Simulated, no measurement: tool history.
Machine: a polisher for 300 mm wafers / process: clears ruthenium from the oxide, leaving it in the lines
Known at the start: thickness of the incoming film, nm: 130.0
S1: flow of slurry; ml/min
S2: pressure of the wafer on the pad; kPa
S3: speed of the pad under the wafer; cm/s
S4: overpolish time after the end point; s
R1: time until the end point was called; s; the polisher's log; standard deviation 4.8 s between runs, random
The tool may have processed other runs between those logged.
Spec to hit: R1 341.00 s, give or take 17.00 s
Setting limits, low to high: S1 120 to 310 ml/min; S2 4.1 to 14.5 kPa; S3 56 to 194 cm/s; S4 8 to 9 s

run,day,S1,S2,S3,S4,R1
1,0.000,200,9.0,124,9,150.40
2,0.300,200,11.0,124,9,122.48
3,0.458,200,9.0,124,9,152.44
4,0.600,195,7.6,112,9,195.15
5,0.858,195,6.2,104,9,256.07
6,1.217,215,6.2,104,9,244.93
7,1.342,215,6.2,104,9,249.46
8,1.533,215,5.5,102,9,287.85

Pick the move, out of 4, that brings all results within their allowed miss; only one does.
A,1.725,195,4.8,86,9,?
B,1.725,195,5.5,84,9,?
C,1.725,185,4.8,88,9,?
D,1.725,220,5.5,76,9,?

move,R1
A,396.35
B,356.90
C,391.08
D,385.08
A: pushes the last run's worst result past its target
B: all results land within tolerance of their targets
C: pushes the last run's worst result past its target
D: pushes the last run's worst result past its target
B is the move that brings every result within its allowed miss.
